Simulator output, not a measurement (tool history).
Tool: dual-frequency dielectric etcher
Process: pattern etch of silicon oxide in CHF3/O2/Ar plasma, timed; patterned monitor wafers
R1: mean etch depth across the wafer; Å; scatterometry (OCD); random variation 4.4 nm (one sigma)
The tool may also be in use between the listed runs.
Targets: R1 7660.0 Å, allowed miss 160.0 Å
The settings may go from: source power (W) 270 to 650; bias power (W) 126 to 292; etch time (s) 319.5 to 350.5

run 1 hour=0.0 | source_power_(W)=460 bias_power_(W)=209 etch_time_(s)=350.5 | R1=6766.6
run 2 hour=5.5 | source_power_(W)=540 bias_power_(W)=209 etch_time_(s)=350.5 | R1=7164.8
run 3 hour=9.2 | source_power_(W)=540 bias_power_(W)=209 etch_time_(s)=319.5 | R1=6502.6
run 4 hour=12.4 | source_power_(W)=540 bias_power_(W)=240 etch_time_(s)=319.5 | R1=6714.1
run 5 hour=18.1 | source_power_(W)=550 bias_power_(W)=243 etch_time_(s)=323.0 | R1=6887.9
run 6 hour=24.8 | source_power_(W)=560 bias_power_(W)=247 etch_time_(s)=324.5 | R1=6990.0
run 7 hour=33.8 | source_power_(W)=570 bias_power_(W)=250 etch_time_(s)=326.0 | R1=7086.9
run 8 hour=37.2 | source_power_(W)=580 bias_power_(W)=252 etch_time_(s)=327.0 | R1=7112.6

4 next moves are on the table. One of them brings every result within its allowed miss. Which?
run A hour=40.6 | source_power_(W)=530 bias_power_(W)=244 etch_time_(s)=350.5 | R1=?
run B hour=40.6 | source_power_(W)=650 bias_power_(W)=282 etch_time_(s)=327.5 | R1=?
run C hour=40.6 | source_power_(W)=550 bias_power_(W)=229 etch_time_(s)=350.5 | R1=?
run D hour=40.6 | source_power_(W)=600 bias_power_(W)=222 etch_time_(s)=337.0 | R1=?

move=A R1=7311.1
move=B R1=7616.4
move=C R1=7329.6
move=D R1=7251.1
A: nearer than the last run, and not there yet
B: meets every target
C: nearer than the last run, and not there yet
D: nearer than the last run, and not there yet
Move B is the one to make.
